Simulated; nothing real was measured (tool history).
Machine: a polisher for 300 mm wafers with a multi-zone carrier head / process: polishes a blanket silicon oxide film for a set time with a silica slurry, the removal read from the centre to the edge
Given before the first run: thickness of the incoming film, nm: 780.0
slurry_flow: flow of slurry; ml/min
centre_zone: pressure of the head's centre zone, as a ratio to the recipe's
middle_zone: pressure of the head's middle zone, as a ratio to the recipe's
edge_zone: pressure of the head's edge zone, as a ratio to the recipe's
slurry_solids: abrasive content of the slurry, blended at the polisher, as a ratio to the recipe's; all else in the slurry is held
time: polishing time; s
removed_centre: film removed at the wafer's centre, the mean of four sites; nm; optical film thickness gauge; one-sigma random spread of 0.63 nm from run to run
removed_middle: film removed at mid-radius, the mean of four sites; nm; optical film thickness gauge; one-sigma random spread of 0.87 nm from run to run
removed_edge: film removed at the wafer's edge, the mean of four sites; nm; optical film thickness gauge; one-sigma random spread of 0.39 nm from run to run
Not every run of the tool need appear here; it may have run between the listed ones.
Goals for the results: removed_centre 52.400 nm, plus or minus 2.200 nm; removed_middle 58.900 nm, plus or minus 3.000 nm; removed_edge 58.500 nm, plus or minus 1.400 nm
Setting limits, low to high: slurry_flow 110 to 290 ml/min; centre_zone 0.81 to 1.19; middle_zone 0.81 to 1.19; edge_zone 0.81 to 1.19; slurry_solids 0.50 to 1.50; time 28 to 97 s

run,hour,slurry_flow,centre_zone,middle_zone,edge_zone,slurry_solids,time,removed_centre,removed_middle,removed_edge
1,0.0,185,1.00,1.00,1.00,1.00,62,96.175,97.080,99.667
2,4.0,185,1.00,1.00,0.93,1.00,62,96.604,99.062,96.399
3,12.8,185,1.00,1.00,0.93,0.90,62,91.866,94.120,92.159
4,18.1,185,1.00,0.94,0.93,0.90,62,93.513,89.708,92.868
5,20.8,225,1.00,0.94,0.93,0.90,62,94.976,93.872,94.646
6,25.5,225,1.00,0.94,0.97,0.90,62,95.667,88.857,95.576
7,28.6,225,1.00,0.94,0.97,0.90,62,94.307,91.050,95.006
8,31.7,175,0.90,0.93,0.87,0.65,47,51.670,54.332,56.564

Below are 4 possible settings for the next run. Only one of them brings all results inside the allowed miss of their targets. Which is it?
A,34.8,165,0.93,0.81,1.02,0.80,40,?,?,?
B,34.8,150,0.86,0.99,0.88,0.55,55,?,?,?
C,34.8,195,0.82,1.12,0.81,0.65,48,?,?,?
D,34.8,185,0.99,0.92,0.94,0.65,43,?,?,?

move,removed_centre,removed_middle,removed_edge
A,50.905,46.801,57.706
B,51.623,59.474,58.810
C,50.869,67.006,57.150
D,51.898,50.393,53.870
A: misses by more than the last run did
B: meets every target
C: moves the result that the last run missed by most past its target, out the other side
D: misses by more than the last run did
Answer: B
